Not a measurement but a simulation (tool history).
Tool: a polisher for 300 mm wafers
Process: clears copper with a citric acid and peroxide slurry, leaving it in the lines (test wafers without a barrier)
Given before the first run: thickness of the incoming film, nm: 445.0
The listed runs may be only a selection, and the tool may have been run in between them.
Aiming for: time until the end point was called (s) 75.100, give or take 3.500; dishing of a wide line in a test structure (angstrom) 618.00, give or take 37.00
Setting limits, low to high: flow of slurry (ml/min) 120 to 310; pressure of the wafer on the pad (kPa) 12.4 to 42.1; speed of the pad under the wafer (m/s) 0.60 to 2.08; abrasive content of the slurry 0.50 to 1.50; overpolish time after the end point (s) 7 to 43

run  hour  flow of slurry (ml/min)  pressure of the wafer on the pad (kPa)  speed of the pad under the wafer (m/s)  abrasive content of the slurry  overpolish time after the end point (s)  time until the end point was called (s)  dishing of a wide line in a test structure (angstrom)
  1   0.0                      200                                    26.9                                    1.34                            1.00                                       22                                  112.770                                                 448.39
  2   4.4                      200                                    29.6                                    1.34                            1.00                                       22                                  103.610                                                 476.84
  3  12.1                      200                                    29.6                                    1.34                            1.00                                       31                                  100.580                                                 597.99
  4  16.2                      200                                    31.0                                    1.34                            1.00                                       30                                   98.056                                                 606.21
  5  20.4                      200                                    32.4                                    1.34                            1.00                                       29                                   91.960                                                 635.31
  6  24.4                      200                                    28.3                                    1.34                            1.00                                       29                                  105.030                                                 580.77
  7  31.5                      205                                    35.9                                    1.38                            1.00                                       23                                   81.089                                                 600.94
  8  40.4                      205                                    36.5                                    1.38                            1.00                                       23                                   80.792                                                 584.76
  9  41.6                      205                                    37.2                                    1.38                            1.00                                       23                                   81.209                                                 610.76

Of the 4 settings listed for the next run, only one would bring every result within its allowed miss of target. Which one?
  A  42.8                      175                                    33.8                                    1.62                            1.15                                       24                                        ?                                                      ?
  B  42.8                      185                                    34.5                                    1.38                            1.00                                       31                                        ?                                                      ?
  C  42.8                      175                                    41.4                                    1.34                            1.15                                       18                                        ?                                                      ?
  D  42.8                      185                                    35.9                                    1.62                            1.20                                       16                                        ?                                                      ?

move  time until the end point was called (s)  dishing of a wide line in a test structure (angstrom)
   A                                   73.944                                                 616.00
   B                                   85.966                                                 652.91
   C                                   72.984                                                 528.33
   D                                   68.633                                                 505.47
A: hits every target within its allowed miss
B: its largest miss is bigger than the last run's
C: brings the result that was furthest off to its target, and leaves another outside
D: pushes the last run's worst result past its target
A is the move that brings every result within its allowed miss.
